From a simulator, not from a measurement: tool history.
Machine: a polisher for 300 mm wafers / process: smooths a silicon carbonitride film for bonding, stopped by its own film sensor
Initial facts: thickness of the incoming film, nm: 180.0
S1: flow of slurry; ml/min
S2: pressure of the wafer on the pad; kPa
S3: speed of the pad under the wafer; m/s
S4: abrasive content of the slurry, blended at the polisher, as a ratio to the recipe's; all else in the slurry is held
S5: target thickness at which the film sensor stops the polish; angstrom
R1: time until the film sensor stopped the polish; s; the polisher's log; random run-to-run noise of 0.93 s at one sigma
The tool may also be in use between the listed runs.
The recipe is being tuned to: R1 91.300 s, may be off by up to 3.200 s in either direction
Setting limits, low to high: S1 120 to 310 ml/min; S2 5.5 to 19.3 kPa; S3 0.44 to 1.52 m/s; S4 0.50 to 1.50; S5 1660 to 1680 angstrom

run	hour	S1	S2	S3	S4	S5	R1
1	0.0	200	12.4	0.98	1.00	1660	78.259
2	2.4	200	13.8	0.98	1.00	1660	69.636
3	6.0	200	15.9	0.98	1.00	1660	61.757
4	14.4	200	14.5	0.98	1.00	1660	68.597
5	18.0	200	13.8	0.98	1.00	1660	70.869
6	23.6	200	16.5	0.98	1.00	1660	59.167
7	25.2	190	13.1	0.94	1.00	1660	77.135
# hour 31.4: slurry nozzle cleaned
8	31.4	190	12.4	0.94	1.00	1660	73.349
9	33.4	205	12.4	0.94	1.00	1660	74.351

Which of these 5 next moves meets every target?
A	35.4	245	9.7	0.88	1.10	1660	?
B	35.4	195	7.6	1.12	1.15	1680	?
C	35.4	220	11.0	0.98	0.85	1660	?
D	35.4	215	11.7	0.98	1.15	1680	?
E	35.4	170	11.7	0.86	1.10	1660	?

move	R1
A	91.798
B	81.348
C	85.336
D	60.307
E	82.546
A: each result inside its tolerance
B: moves toward the targets from the last run without getting all of them in spec
C: moves toward the targets from the last run without getting all of them in spec
D: lands further from the targets than the last run did
E: moves toward the targets from the last run without getting all of them in spec
The move that meets every target is A.

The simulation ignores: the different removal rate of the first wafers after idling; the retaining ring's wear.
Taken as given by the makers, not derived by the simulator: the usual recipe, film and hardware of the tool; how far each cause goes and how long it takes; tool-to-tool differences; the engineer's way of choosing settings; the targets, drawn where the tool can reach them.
